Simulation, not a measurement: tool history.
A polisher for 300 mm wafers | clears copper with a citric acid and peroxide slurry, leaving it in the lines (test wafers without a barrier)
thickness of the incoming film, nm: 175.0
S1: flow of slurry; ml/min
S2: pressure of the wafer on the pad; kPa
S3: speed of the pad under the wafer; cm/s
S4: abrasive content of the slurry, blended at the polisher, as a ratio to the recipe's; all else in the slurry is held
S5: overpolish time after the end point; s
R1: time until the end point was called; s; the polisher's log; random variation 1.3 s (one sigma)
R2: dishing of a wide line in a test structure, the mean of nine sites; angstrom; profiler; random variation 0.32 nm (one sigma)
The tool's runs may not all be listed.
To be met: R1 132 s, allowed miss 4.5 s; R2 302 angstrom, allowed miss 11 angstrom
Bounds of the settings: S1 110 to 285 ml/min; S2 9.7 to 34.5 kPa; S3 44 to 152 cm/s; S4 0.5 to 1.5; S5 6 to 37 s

run	hour	S1	S2	S3	S4	S5	R1	R2
1	0	180	22.1	98	1	19	86.3	278.42
2	8.4	180	22.1	98	0.85	19	89.505	272.34
3	12.1	180	22.1	112	0.85	19	78.947	308.78
4	16.9	170	20.7	112	0.8	20	85.932	303.34
5	24.7	170	20.7	112	0.8	23	87.811	337.43
6	27.3	170	20.7	112	0.8	30	86.51	426.44
# hour 29.7: slurry blender recalibrated
7	29.7	165	19.3	112	0.8	30	87.086	420.13
8	31.8	165	17.9	110	0.8	30	97.413	381.14
9	39.4	165	17.9	110	0.8	30	95.658	384.24
10	41.7	160	16.5	110	0.8	30	104.72	359.18
11	45.4	155	15.9	110	0.8	30	108.13	339.07
12	50.4	150	15.2	110	0.8	30	111.79	327.94
13	54.2	130	11	110	0.8	32	154.38	255.43
14	55.7	140	11	110	0.8	32	155.16	264.76
15	60.9	150	11	110	0.8	32	156.82	260.75
16	62.7	150	11.7	110	0.8	32	147.36	272.69
17	70	150	12.4	110	0.8	32	137.24	289.56
18	78.9	155	12.4	110	0.8	32	140.78	290.76

4 next moves are on the table. One of them brings every result within its allowed miss. Which?
A	87.8	110	14.5	102	0.85	31	?	?
B	87.8	155	12.4	102	0.75	34	?	?
C	87.8	200	11.7	116	0.75	29	?	?
D	87.8	130	13.1	114	0.7	29	?	?

move	R1	R2
A	129.1	298.24
B	147.91	284.78
C	134.74	267.6
D	130.22	277.37
A: meets every target
B: further off than the last run
C: brings the result that was furthest off to its target, and leaves another outside
D: brings the result that was furthest off to its target, and leaves another outside
The right move is A.

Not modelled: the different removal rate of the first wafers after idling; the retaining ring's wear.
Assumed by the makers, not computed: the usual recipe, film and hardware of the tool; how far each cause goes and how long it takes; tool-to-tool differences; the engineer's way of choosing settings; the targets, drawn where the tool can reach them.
